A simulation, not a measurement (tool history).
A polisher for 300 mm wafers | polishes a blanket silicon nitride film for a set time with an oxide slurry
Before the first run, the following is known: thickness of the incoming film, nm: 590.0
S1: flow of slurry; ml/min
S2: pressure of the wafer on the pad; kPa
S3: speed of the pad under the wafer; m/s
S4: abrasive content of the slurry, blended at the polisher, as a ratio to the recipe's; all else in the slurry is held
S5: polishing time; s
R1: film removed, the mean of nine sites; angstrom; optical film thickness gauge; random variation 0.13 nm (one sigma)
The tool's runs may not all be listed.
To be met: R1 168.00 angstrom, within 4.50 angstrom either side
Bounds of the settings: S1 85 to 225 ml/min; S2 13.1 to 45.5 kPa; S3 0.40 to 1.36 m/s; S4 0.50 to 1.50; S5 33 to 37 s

run    day   S1    S2    S3    S4  S5      R1
  1  0.000  145  29.0  0.88  1.00  37  244.09
  2  0.325  145  29.0  1.00  1.00  37  262.20
  3  0.433  145  29.0  1.00  0.85  37  239.50
  4  0.712  145  29.0  1.10  0.85  37  245.62
  5  0.933  145  29.0  1.02  0.85  37  233.82
  6  1.029  145  29.0  1.02  0.85  33  211.68
  7  1.246  135  26.9  1.02  0.85  33  193.49
  8  1.433  120  26.2  1.02  0.85  33  187.32
  9  1.625  115  25.5  1.02  0.85  33  181.47

Of the 5 settings listed for the next run, only one would bring every result within its allowed miss of target. Which one?
  A  1.817  145  17.9  1.22  0.80  36   ?
  B  1.817  120  22.8  0.96  0.90  34   ?
  C  1.817  125  20.7  0.98  0.85  36   ?
  D  1.817  140  17.9  1.18  0.95  34   ?
  E  1.817  120  22.1  1.04  0.80  34   ?

move      R1
   A  154.31
   B  165.91
   C  157.93
   D  158.11
   E  155.98
A: the result that was furthest off in the last run now lies on the other side of its target
B: meets every target
C: the result that was furthest off in the last run now lies on the other side of its target
D: the result that was furthest off in the last run now lies on the other side of its target
E: the result that was furthest off in the last run now lies on the other side of its target
B is the move that brings every result within its allowed miss.
